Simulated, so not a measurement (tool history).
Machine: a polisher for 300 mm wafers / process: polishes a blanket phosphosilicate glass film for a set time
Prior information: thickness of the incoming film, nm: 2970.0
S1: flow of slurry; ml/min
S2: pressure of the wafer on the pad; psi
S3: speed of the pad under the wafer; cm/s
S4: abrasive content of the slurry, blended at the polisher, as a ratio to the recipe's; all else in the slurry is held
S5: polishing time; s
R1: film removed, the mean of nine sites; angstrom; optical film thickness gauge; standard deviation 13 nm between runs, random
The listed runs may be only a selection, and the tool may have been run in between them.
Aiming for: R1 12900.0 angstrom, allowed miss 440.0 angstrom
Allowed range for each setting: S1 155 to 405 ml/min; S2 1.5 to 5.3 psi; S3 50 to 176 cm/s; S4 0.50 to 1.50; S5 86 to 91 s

run,hour,S1,S2,S3,S4,S5,R1
1,0.0,260,3.4,112,1.00,86,9423.5
2,2.2,260,3.7,112,1.00,86,10163.0
3,7.5,300,3.7,112,1.00,86,10009.0
4,15.5,300,3.7,112,0.85,86,8969.4
5,24.1,300,4.1,112,0.85,86,9882.7
6,27.9,300,4.4,112,0.85,86,10562.0
7,34.9,300,4.7,112,0.85,86,10815.0
8,36.3,300,4.9,116,0.85,86,12021.0
9,40.4,300,5.0,116,0.85,86,12030.0
10,42.4,300,5.1,116,0.85,86,12216.0
11,51.3,300,5.1,116,0.85,86,12399.0

Which one of the following 5 next-run settings gets every result inside its allowed miss? There is exactly one.
A,60.2,315,5.0,114,0.85,87,?
B,60.2,260,5.3,114,1.00,90,?
C,60.2,255,4.3,148,1.00,86,?
D,60.2,345,5.0,132,0.90,86,?
E,60.2,330,4.8,130,0.80,89,?

move,R1
A,12187.0
B,14395.0
C,14205.0
D,14169.0
E,12880.0
A: its largest miss is bigger than the last run's
B: the result that was furthest off in the last run now lies on the other side of its target
C: the result that was furthest off in the last run now lies on the other side of its target
D: the result that was furthest off in the last run now lies on the other side of its target
E: all results in spec
So the answer is move E, the one that meets all the targets.

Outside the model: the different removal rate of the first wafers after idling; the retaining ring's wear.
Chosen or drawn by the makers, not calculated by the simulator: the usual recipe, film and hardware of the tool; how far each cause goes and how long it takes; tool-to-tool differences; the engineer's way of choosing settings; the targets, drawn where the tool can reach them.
